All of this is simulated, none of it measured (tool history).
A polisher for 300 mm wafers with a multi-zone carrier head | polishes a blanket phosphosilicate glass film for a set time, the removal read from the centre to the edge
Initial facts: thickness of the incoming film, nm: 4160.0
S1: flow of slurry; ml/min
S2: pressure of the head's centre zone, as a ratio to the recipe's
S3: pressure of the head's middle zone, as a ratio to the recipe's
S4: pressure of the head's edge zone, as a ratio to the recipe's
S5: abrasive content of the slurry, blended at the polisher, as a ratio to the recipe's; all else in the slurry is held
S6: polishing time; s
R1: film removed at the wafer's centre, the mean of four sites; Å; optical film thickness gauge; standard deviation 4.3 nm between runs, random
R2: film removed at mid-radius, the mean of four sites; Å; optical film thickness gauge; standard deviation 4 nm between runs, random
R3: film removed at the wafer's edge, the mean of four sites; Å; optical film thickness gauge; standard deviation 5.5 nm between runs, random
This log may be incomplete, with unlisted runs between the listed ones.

| run | hour | S1 | S2 | S3 | S4 | S5 | S6 | R1 | R2 | R3 |
|---|---|---|---|---|---|---|---|---|---|---|
| 1 | 0.0 | 290 | 1.00 | 1.00 | 1.00 | 1.00 | 69 | 4434.0 | 4366.3 | 4317.2 |
| 2 | 4.9 | 335 | 1.00 | 1.00 | 1.00 | 1.00 | 69 | 4455.3 | 4371.4 | 4442.5 |
| 3 | 6.9 | 340 | 0.99 | 1.05 | 1.01 | 1.00 | 69 | 4493.0 | 4606.1 | 4515.0 |
| 4 | 10.4 | 365 | 0.99 | 1.05 | 1.01 | 1.00 | 69 | 4397.6 | 4629.9 | 4455.6 |
| 5 | 11.6 | 365 | 0.91 | 1.05 | 1.01 | 1.00 | 69 | 4079.3 | 4633.8 | 4483.7 |
| 6 | 17.0 | 365 | 0.92 | 1.08 | 1.01 | 1.00 | 69 | 4221.1 | 4774.6 | 4550.9 |
| 7 | 18.4 | 365 | 0.92 | 1.11 | 1.01 | 1.00 | 69 | 4204.0 | 4817.4 | 4471.0 |
| 8 | 20.2 | 370 | 0.92 | 1.13 | 1.02 | 1.00 | 69 | 4180.3 | 4941.1 | 4515.6 |
| 9 | 27.7 | 375 | 0.93 | 1.14 | 1.03 | 1.00 | 69 | 4198.8 | 5003.3 | 4467.6 |

What will run 10 give?
|  | 30.8 | worn pad replaced by a new one |
| 10 | 30.8 | 385 | 0.95 | 1.15 | 1.07 | 1.05 | 69 | ? | ? | ? |

{"run 10": {"R1": 5030.6, "R2": 5795.8, "R3": 5343.5}}
